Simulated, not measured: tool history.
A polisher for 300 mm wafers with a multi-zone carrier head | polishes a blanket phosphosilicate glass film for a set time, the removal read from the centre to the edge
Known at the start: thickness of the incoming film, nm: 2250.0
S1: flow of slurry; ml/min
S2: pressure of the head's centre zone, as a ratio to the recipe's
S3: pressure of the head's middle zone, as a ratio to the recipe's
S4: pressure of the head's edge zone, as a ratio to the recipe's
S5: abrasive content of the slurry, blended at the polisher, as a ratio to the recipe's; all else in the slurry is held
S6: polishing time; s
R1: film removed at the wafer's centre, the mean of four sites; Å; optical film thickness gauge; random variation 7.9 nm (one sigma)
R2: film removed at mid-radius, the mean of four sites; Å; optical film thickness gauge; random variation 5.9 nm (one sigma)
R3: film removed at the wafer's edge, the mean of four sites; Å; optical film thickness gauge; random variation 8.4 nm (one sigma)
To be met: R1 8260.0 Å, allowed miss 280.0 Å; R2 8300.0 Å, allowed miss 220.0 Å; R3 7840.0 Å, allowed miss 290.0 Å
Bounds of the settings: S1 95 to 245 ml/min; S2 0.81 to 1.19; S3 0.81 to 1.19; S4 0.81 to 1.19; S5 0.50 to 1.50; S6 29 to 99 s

run	hour	S1	S2	S3	S4	S5	S6	R1	R2	R3
1	0.0	155	1.00	1.00	1.00	1.00	64	5836.7	5873.7	5925.2
2	0.7	130	1.00	1.00	1.00	1.00	64	5635.2	5763.7	5817.1
3	6.4	130	1.00	1.00	1.00	0.90	64	5259.1	5251.4	5216.3
4	12.0	130	0.97	1.00	1.00	0.90	64	5087.3	5331.8	5348.3
5	18.1	130	0.97	1.09	1.00	0.90	64	5002.6	5716.0	5373.3
6	23.5	145	1.00	1.11	1.02	0.95	64	5595.0	6072.6	5698.8
7	32.4	190	1.04	1.19	1.12	1.20	65	7102.8	8017.4	6953.4
8	33.2	195	1.05	1.17	1.13	1.20	65	7124.0	7683.3	7107.8
9	37.6	195	1.05	1.17	1.13	1.20	65	7100.9	7775.3	7300.2
10	46.1	200	1.07	1.17	1.13	1.20	65	7457.1	7802.7	7213.5
11	51.0	230	1.08	1.16	1.19	1.30	65	7868.2	8162.4	7994.3
12	58.4	230	1.09	1.16	1.18	1.30	65	7817.9	8229.8	7804.3
13	61.8	230	1.10	1.16	1.18	1.30	65	7941.0	8140.0	7685.8

5 next moves are on the table. One of them brings every result within its allowed miss. Which?
A	65.2	230	1.05	1.17	1.14	1.10	71	?	?	?
B	65.2	245	0.98	1.16	1.19	1.50	60	?	?	?
C	65.2	245	1.08	1.10	1.06	1.00	80	?	?	?
D	65.2	220	1.11	1.12	1.16	1.20	68	?	?	?
E	65.2	210	1.06	1.09	1.19	1.40	68	?	?	?

move	R1	R2	R3
A	7532.6	8278.9	7530.6
B	6975.7	8154.9	7627.5
C	8280.3	8386.4	7748.0
D	7966.9	7978.3	7620.5
E	8151.5	8362.9	8298.2
A: further off than the last run
B: further off than the last run
C: meets every target
D: further off than the last run
E: brings the result that was furthest off to its target, and leaves another outside
Move C is the one to make.
